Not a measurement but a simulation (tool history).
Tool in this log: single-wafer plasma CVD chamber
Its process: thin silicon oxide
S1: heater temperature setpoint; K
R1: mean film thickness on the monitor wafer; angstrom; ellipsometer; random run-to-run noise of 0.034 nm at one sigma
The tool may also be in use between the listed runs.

{"run": 1, "hour": 0.0, "S1": 688.15, "chamber pressure (Pa)": 88.9, "RF power (W)": 255, "deposition time (s)": 8.12, "R1": 117.92}
{"run": 2, "hour": 6.5, "S1": 693.15, "chamber pressure (Pa)": 88.9, "RF power (W)": 255, "deposition time (s)": 8.12, "R1": 116.21}
{"run": 3, "hour": 10.4, "S1": 694.15, "chamber pressure (Pa)": 86.5, "RF power (W)": 255, "deposition time (s)": 8.12, "R1": 114.86}
{"run": 4, "hour": 12.2, "S1": 694.15, "chamber pressure (Pa)": 86.5, "RF power (W)": 280, "deposition time (s)": 8.12, "R1": 118.65}
{"run": 5, "hour": 20.1, "S1": 694.15, "chamber pressure (Pa)": 83.6, "RF power (W)": 280, "deposition time (s)": 8.12, "R1": 115.01}
{"run": 6, "hour": 28.6, "S1": 694.15, "chamber pressure (Pa)": 80.9, "RF power (W)": 280, "deposition time (s)": 8.12, "R1": 112.18}
{"run": 7, "hour": 36.8, "S1": 694.15, "chamber pressure (Pa)": 78.4, "RF power (W)": 280, "deposition time (s)": 8.12, "R1": 109.46}
{"run": 8, "hour": 45.0, "S1": 694.15, "chamber pressure (Pa)": 76, "RF power (W)": 280, "deposition time (s)": 8.12, "R1": 106.87}
{"run": 9, "hour": 45.8, "S1": 694.15, "chamber pressure (Pa)": 73.9, "RF power (W)": 280, "deposition time (s)": 8.12, "R1": 104.63}

Estimate the outcome of run 10 from the log above:
{"run": 10, "hour": 49.8, "S1": 694.15, "chamber pressure (Pa)": 56.7, "RF power (W)": 280, "deposition time (s)": 8.12, "R1": "?"}

{"run 10": {"R1": 85.803}}

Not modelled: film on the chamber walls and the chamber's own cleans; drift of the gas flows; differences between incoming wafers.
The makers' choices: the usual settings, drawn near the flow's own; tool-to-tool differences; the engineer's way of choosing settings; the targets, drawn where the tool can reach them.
